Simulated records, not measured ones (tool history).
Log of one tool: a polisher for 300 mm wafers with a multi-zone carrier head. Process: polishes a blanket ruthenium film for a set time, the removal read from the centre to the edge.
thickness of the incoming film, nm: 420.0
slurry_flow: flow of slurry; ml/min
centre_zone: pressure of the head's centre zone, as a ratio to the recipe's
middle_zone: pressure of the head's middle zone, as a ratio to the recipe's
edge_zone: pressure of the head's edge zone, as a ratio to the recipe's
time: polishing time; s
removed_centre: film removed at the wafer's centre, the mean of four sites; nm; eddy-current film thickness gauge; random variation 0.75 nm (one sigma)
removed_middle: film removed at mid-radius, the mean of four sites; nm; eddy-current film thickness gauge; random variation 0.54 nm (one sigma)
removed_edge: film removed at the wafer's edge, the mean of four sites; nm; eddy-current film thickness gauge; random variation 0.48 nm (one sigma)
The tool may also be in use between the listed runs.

Run 1, hour 0: slurry_flow 160 ml/min, centre_zone 1, middle_zone 1, edge_zone 1, time 89 s. Result: removed_centre 89.273 nm, removed_middle 87.204 nm, removed_edge 89.61 nm.
Run 2, hour 3.8: slurry_flow 160 ml/min, centre_zone 1, middle_zone 0.99, edge_zone 0.99, time 86 s. Result: removed_centre 86.729 nm, removed_middle 83.631 nm, removed_edge 87.028 nm.
Run 3, hour 10: slurry_flow 160 ml/min, centre_zone 1, middle_zone 0.95, edge_zone 0.99, time 86 s. Result: removed_centre 86.979 nm, removed_middle 79.299 nm, removed_edge 85.11 nm.
Run 4, hour 17.3: slurry_flow 160 ml/min, centre_zone 1, middle_zone 0.95, edge_zone 0.97, time 83 s. Result: removed_centre 83.81 nm, removed_middle 76.453 nm, removed_edge 82.459 nm.
Run 5, hour 25.8: slurry_flow 160 ml/min, centre_zone 1, middle_zone 0.95, edge_zone 0.92, time 83 s. Result: removed_centre 83.209 nm, removed_middle 76.489 nm, removed_edge 80.796 nm.
Run 6, hour 32.1: slurry_flow 160 ml/min, centre_zone 1.01, middle_zone 0.95, edge_zone 0.91, time 80 s. Result: removed_centre 82.21 nm, removed_middle 74.816 nm, removed_edge 77.083 nm.
Run 7, hour 34.8: slurry_flow 160 ml/min, centre_zone 1.01, middle_zone 0.94, edge_zone 0.9, time 78 s. Result: removed_centre 80.285 nm, removed_middle 72.047 nm, removed_edge 75.273 nm.
Run 8, hour 42.6: slurry_flow 160 ml/min, centre_zone 1.01, middle_zone 0.94, edge_zone 0.89, time 76 s. Result: removed_centre 76.529 nm, removed_middle 70.728 nm, removed_edge 73.31 nm.
Run 9, hour 46.5: slurry_flow 160 ml/min, centre_zone 1.02, middle_zone 0.94, edge_zone 0.88, time 74 s. Result: removed_centre 74.035 nm, removed_middle 68.631 nm, removed_edge 70.389 nm.

Forecast run 10:
Run 10, hour 52.1: slurry_flow 155 ml/min, centre_zone 1.03, middle_zone 0.93, edge_zone 0.87, time 73 s. Result: removed_centre ?, removed_middle ?, removed_edge ?.

{"run 10": {"removed_centre": 75.241, "removed_middle": 66.878, "removed_edge": 69.566}}
